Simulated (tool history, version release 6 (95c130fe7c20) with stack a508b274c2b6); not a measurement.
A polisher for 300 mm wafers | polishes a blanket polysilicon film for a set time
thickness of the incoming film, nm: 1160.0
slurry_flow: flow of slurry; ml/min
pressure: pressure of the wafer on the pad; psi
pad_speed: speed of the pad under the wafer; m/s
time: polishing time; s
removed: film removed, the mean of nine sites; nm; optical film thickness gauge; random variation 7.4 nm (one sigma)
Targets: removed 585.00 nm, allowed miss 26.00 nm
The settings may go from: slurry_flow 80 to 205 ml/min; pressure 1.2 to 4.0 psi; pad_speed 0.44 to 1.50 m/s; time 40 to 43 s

run    day  slurry_flow  pressure  pad_speed  time  removed
  1  0.000          135       2.6       0.96    40   328.72
  2  0.321          135       3.2       0.96    40   389.96
  3  0.629          135       3.2       0.84    40   341.25
  4  0.846          135       3.2       1.04    40   420.74
  5  1.125          120       3.2       1.04    40   409.74
  6  1.221          130       3.4       1.06    40   443.52
  7  1.575          135       3.6       1.08    40   482.43
  8  1.921          135       3.7       1.10    40   502.47
  9  2.267          135       3.8       1.12    40   513.37
 10  2.558          135       3.9       1.14    40   539.19
 11  2.679          135       3.9       1.14    40   539.72
 12  3.000          135       3.9       1.16    40   552.32

Which of these 5 next moves meets every target?
  A  3.321          160       4.0       1.16    43        ?
  B  3.321          135       3.7       1.20    40        ?
  C  3.321          120       4.0       1.20    42        ?
  D  3.321          120       3.6       1.18    40        ?
  E  3.321          115       4.0       1.14    40        ?

move  removed
   A   624.59
   B   543.90
   C   596.35
   D   509.74
   E   535.09
A: takes the result that was furthest off past its target
B: further off than the last run
C: meets every target
D: further off than the last run
E: further off than the last run
The right move is C.
